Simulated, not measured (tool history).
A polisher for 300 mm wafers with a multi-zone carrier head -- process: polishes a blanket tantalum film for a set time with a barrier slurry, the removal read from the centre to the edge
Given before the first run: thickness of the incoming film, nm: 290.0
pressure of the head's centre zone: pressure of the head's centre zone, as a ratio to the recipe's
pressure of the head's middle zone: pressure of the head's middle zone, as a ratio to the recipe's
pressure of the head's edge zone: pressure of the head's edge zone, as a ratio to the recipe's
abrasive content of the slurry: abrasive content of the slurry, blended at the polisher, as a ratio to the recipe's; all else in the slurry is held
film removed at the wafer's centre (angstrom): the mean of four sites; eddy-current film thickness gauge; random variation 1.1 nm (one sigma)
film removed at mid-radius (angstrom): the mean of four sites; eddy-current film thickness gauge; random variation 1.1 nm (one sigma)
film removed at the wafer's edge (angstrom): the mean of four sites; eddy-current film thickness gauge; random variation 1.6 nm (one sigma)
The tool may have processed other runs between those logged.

run,hour,flow of slurry (ml/min),pressure of the head's centre zone,pressure of the head's middle zone,pressure of the head's edge zone,abrasive content of the slurry,polishing time (s),film removed at the wafer's centre (angstrom),film removed at mid-radius (angstrom),film removed at the wafer's edge (angstrom)
1,0,170,1,1,1,1,80,894.08,896.48,883.43
2,6.8,170,1.08,1,1,1,80,915.36,883.83,885.88
3,15.5,170,1.08,1,1,0.85,80,858.56,807.56,813.76
4,22.6,175,1.08,0.99,1.02,0.9,80,885.77,838.55,868.43
5,31.6,175,1.08,0.99,1.02,0.9,89,976.9,944.86,960.04
6,36.3,180,1.09,0.98,1.03,0.95,89,1039.9,965.48,1006
7,39,185,1.09,0.98,1.05,0.95,89,1014.4,963.22,1009.7
8,46.1,190,1.1,0.98,1.06,1,89,1054.3,1000.5,1017.4

For run 9, what comes out?
9,49,185,1.09,0.97,1.07,1.05,89,?,?,?

{"run 9": {"film removed at the wafer's centre (angstrom)": 1065, "film removed at mid-radius (angstrom)": 988.41, "film removed at the wafer's edge (angstrom)": 1055.4}}
